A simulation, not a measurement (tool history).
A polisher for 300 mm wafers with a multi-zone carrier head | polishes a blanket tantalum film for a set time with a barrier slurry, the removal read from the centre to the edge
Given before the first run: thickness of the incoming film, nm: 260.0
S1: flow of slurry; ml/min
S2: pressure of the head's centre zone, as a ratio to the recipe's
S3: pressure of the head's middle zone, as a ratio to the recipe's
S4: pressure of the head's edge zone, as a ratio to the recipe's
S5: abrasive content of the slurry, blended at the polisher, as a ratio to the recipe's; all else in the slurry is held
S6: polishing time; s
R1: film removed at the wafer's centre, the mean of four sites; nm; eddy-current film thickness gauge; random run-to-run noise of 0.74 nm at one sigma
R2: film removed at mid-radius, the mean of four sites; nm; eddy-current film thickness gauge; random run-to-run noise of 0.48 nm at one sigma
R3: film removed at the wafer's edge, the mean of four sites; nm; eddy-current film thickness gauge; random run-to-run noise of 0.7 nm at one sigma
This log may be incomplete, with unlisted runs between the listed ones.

run 1 day=0 | S1=300 S2=1 S3=1 S4=1 S5=1 S6=53 | R1=82.558 R2=83.223 R3=85.627
run 2 day=0.179 | S1=300 S2=0.99 S3=1.01 S4=0.98 S5=0.9 S6=51 | R1=76.015 R2=77.765 R3=75.407
run 3 day=0.233 | S1=295 S2=0.96 S3=1 S4=0.96 S5=0.85 S6=51 | R1=70.304 R2=75.246 R3=72.794
run 4 day=0.438 | S1=365 S2=0.96 S3=1 S4=0.96 S5=0.85 S6=51 | R1=71.164 R2=75.902 R3=74.754
run 5 day=0.804 | S1=365 S2=0.96 S3=1 S4=0.96 S5=0.85 S6=60 | R1=83.077 R2=89.497 R3=87.418
run 6 day=0.871 | S1=360 S2=0.95 S3=0.99 S4=0.94 S5=0.8 S6=59 | R1=81.943 R2=84.326 R3=84.206
run 7 day=1.175 | S1=360 S2=0.93 S3=1 S4=0.92 S5=0.75 S6=58 | R1=74.844 R2=80.345 R3=78.483
run 8 day=1.325 | S1=360 S2=0.91 S3=1.05 S4=0.82 S5=0.5 S6=51 | R1=43.478 R2=50.591 R3=43.681
run 9 day=1.533 | S1=365 S2=0.92 S3=1.06 S4=0.85 S5=0.5 S6=51 | R1=43.003 R2=51.325 R3=44.847
run 10 day=1.683 | S1=365 S2=0.95 S3=1.07 S4=0.88 S5=0.55 S6=51 | R1=52.26 R2=58.539 R3=51.69
run 11 day=1.821 | S1=375 S2=0.95 S3=1.08 S4=0.89 S5=0.55 S6=51 | R1=50.346 R2=58.626 R3=51.741
run 12 day=2.096 | S1=380 S2=0.96 S3=1.09 S4=0.9 S5=0.55 S6=51 | R1=50.687 R2=59.239 R3=52.104
run 13 day=2.217 | S1=385 S2=0.97 S3=1.1 S4=0.91 S5=0.55 S6=51 | R1=52.13 R2=60.333 R3=52.858
run 14 day=2.35 | S1=390 S2=0.97 S3=1.11 S4=0.92 S5=0.55 S6=51 | R1=52.195 R2=59.803 R3=52.759
run 15 day=2.692 | S1=390 S2=0.97 S3=1.11 S4=0.92 S5=0.55 S6=51 | R1=51.564 R2=59.988 R3=51.984

Run 16 is up next; what results do you expect?
run 16 day=2.721 | S1=390 S2=0.97 S3=1.11 S4=0.94 S5=0.55 S6=51 | R1=? R2=? R3=?

Run 16 gave R1 52.716 nm, R2 60.108 nm, R3 52.971 nm.
